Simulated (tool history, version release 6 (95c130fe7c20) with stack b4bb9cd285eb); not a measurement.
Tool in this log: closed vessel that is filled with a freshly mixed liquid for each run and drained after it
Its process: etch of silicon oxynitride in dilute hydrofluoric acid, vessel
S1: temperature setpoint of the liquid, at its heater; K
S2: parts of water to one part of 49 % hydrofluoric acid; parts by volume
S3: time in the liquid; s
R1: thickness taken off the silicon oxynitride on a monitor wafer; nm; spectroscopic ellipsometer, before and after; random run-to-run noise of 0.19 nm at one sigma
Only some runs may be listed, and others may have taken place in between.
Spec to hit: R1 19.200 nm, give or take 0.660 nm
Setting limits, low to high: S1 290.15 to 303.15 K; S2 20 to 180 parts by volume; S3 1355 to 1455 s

{"run": 1, "hour": 0.0, "S1": 295.15, "S2": 100, "S3": 1355, "R1": 36.581}
{"run": 2, "hour": 8.4, "S1": 294.15, "S2": 110, "S3": 1355, "R1": 31.217}
{"run": 3, "hour": 10.9, "S1": 294.15, "S2": 110, "S3": 1455, "R1": 33.715}
{"run": 4, "hour": 15.1, "S1": 296.15, "S2": 110, "S3": 1455, "R1": 37.483}
{"run": 5, "hour": 19.2, "S1": 296.15, "S2": 110, "S3": 1455, "R1": 37.74}
{"run": 6, "hour": 26.4, "S1": 295.15, "S2": 120, "S3": 1455, "R1": 31.991}
{"run": 7, "hour": 32.7, "S1": 294.15, "S2": 125, "S3": 1455, "R1": 29.868}
{"run": 8, "hour": 36.4, "S1": 293.15, "S2": 130, "S3": 1455, "R1": 27.432}
{"run": 9, "hour": 43.7, "S1": 292.65, "S2": 135, "S3": 1455, "R1": 25.341}
{"run": 10, "hour": 47.9, "S1": 292.15, "S2": 140, "S3": 1455, "R1": 23.804}
{"run": 11, "hour": 54.4, "S1": 291.65, "S2": 145, "S3": 1455, "R1": 21.804}
{"run": 12, "hour": 57.6, "S1": 291.15, "S2": 145, "S3": 1455, "R1": 21.828}
{"run": 13, "hour": 60.3, "S1": 290.65, "S2": 150, "S3": 1455, "R1": 20.72}

Which one of the following 4 next-run settings gets every result inside its allowed miss? There is exactly one.
{"run": "A", "hour": 63.0, "S1": 290.65, "S2": 165, "S3": 1400, "R1": "?"}
{"run": "B", "hour": 63.0, "S1": 291.65, "S2": 165, "S3": 1455, "R1": "?"}
{"run": "C", "hour": 63.0, "S1": 290.15, "S2": 140, "S3": 1420, "R1": "?"}
{"run": "D", "hour": 63.0, "S1": 290.65, "S2": 130, "S3": 1420, "R1": "?"}

move=A R1=17.636
move=B R1=19.234
move=C R1=20.896
move=D R1=23.210
A: the result that was furthest off in the last run now lies on the other side of its target
B: all results in spec
C: further off than the last run
D: further off than the last run
So the answer is move B, the one that meets all the targets.
